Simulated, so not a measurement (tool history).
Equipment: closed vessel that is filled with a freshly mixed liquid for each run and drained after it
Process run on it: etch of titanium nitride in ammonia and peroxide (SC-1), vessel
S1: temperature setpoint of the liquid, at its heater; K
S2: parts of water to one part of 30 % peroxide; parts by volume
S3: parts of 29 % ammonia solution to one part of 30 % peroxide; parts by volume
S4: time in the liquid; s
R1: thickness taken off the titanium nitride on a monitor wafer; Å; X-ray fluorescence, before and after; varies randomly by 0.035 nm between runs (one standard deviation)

{"run": 1, "hour": 0.0, "S1": 320.15, "S2": 9, "S3": 0.6, "S4": 180, "R1": 71.377}
{"run": 2, "hour": 3.8, "S1": 318.15, "S2": 9, "S3": 0.6, "S4": 180, "R1": 61.061}
{"run": 3, "hour": 9.5, "S1": 318.15, "S2": 9, "S3": 0.6, "S4": 195, "R1": 65.298}
{"run": 4, "hour": 11.8, "S1": 318.15, "S2": 9, "S3": 0.6, "S4": 195, "R1": 65.568}
{"run": 5, "hour": 19.6, "S1": 316.65, "S2": 9, "S3": 0.6, "S4": 195, "R1": 59.22}
{"run": 6, "hour": 28.5, "S1": 315.65, "S2": 9, "S3": 0.6, "S4": 195, "R1": 54.573}

For run 7, what comes out?
{"run": 7, "hour": 35.0, "S1": 315.15, "S2": 9, "S3": 0.6, "S4": 195, "R1": "?"}

Logged for run 7: R1 53.238 Å.

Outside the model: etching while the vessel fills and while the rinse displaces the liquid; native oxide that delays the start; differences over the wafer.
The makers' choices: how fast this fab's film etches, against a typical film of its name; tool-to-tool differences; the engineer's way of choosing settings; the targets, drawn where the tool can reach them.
